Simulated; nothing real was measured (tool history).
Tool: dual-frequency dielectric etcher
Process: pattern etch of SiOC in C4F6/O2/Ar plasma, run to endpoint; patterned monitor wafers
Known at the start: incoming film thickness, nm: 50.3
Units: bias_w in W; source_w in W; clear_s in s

run,hour,bias_w,source_w,clear_s
1,0.0,634,280,18.477
2,3.5,549,280,19.378
3,8.0,581,290,18.734
4,15.9,581,320,18.072
5,24.2,581,360,17.281
6,30.5,599,360,17.096
7,37.1,599,360,17.319
8,44.0,620,360,17.021
9,48.0,637,360,16.836

Forecast run 10:
10,52.8,652,360,?

Run 10 gave clear_s 16.730 s.

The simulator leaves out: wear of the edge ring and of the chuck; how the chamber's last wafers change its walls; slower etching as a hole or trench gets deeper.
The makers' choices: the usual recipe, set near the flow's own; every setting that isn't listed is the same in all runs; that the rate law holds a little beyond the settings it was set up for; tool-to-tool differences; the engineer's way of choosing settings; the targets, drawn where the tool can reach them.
